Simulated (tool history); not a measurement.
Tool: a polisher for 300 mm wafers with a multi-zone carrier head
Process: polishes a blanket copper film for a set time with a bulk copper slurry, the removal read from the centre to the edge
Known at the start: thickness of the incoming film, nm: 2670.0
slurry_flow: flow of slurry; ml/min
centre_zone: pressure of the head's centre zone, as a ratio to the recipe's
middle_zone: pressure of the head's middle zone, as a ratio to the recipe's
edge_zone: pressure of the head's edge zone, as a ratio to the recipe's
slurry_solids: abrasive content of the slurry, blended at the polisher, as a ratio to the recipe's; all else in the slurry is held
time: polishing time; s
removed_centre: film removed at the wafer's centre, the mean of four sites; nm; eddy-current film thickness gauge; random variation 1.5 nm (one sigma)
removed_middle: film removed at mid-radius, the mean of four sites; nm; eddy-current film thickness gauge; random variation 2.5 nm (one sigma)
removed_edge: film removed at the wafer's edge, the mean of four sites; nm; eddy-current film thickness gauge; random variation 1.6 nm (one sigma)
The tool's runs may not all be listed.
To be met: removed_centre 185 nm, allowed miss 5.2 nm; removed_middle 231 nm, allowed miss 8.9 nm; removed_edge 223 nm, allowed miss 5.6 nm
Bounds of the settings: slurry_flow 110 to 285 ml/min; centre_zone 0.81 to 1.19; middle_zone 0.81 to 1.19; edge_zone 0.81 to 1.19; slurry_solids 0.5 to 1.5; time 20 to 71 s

| run | hour | slurry_flow | centre_zone | middle_zone | edge_zone | slurry_solids | time | removed_centre | removed_middle | removed_edge |
|---|---|---|---|---|---|---|---|---|---|---|
| 1 | 0 | 180 | 1 | 1 | 1 | 1 | 45 | 285.9 | 304.92 | 316.8 |
| 2 | 2.3 | 170 | 0.97 | 1 | 0.96 | 0.9 | 43 | 259.65 | 293.02 | 289.92 |
| 3 | 5.2 | 160 | 0.94 | 0.98 | 0.94 | 0.8 | 42 | 239.48 | 271.13 | 271.53 |
| 4 | 12.5 | 155 | 0.91 | 0.97 | 0.92 | 0.75 | 41 | 224.41 | 262.72 | 265.57 |
|  | 18 | centre zone pressure recalibrated |
| 5 | 18 | 150 | 0.9 | 0.97 | 0.9 | 0.7 | 40 | 228.35 | 250.16 | 248.96 |
| 6 | 26.3 | 150 | 0.9 | 0.97 | 0.96 | 0.7 | 40 | 226.42 | 249.66 | 257.28 |
| 7 | 27.1 | 150 | 0.88 | 0.97 | 0.93 | 0.7 | 39 | 216.41 | 243.97 | 245.16 |
| 8 | 33.6 | 145 | 0.86 | 0.98 | 0.93 | 0.75 | 38 | 208.1 | 239.04 | 242.34 |
| 9 | 38 | 145 | 0.85 | 1 | 0.93 | 0.8 | 37 | 201.56 | 242.07 | 236.91 |
| 10 | 43 | 140 | 0.84 | 1 | 0.93 | 0.8 | 37 | 196.5 | 241.06 | 235.37 |
| 11 | 44.6 | 135 | 0.83 | 1 | 0.92 | 0.8 | 37 | 195.12 | 236.84 | 232.87 |
| 12 | 48.9 | 130 | 0.83 | 1 | 0.92 | 0.8 | 37 | 193.98 | 234.85 | 233.83 |

4 next moves are on the table. One of them brings every result within its allowed miss. Which?
| A | 53.2 | 160 | 0.81 | 0.99 | 0.9 | 0.85 | 35 | ? | ? | ? |
| B | 53.2 | 110 | 0.81 | 1.02 | 0.97 | 0.8 | 38 | ? | ? | ? |
| C | 53.2 | 130 | 0.88 | 0.95 | 0.83 | 0.9 | 36 | ? | ? | ? |
| D | 53.2 | 115 | 0.92 | 1 | 0.9 | 1 | 36 | ? | ? | ? |

| move | removed_centre | removed_middle | removed_edge |
|---|---|---|---|
| A | 186.38 | 230.41 | 223.76 |
| B | 189.84 | 242.14 | 240.31 |
| C | 203.79 | 224.58 | 219.95 |
| D | 212.4 | 234.02 | 228.24 |
A: meets every target
B: further off than the last run
C: brings the result that was furthest off to its target, and leaves another outside
D: brings the result that was furthest off to its target, and leaves another outside
Answer: A
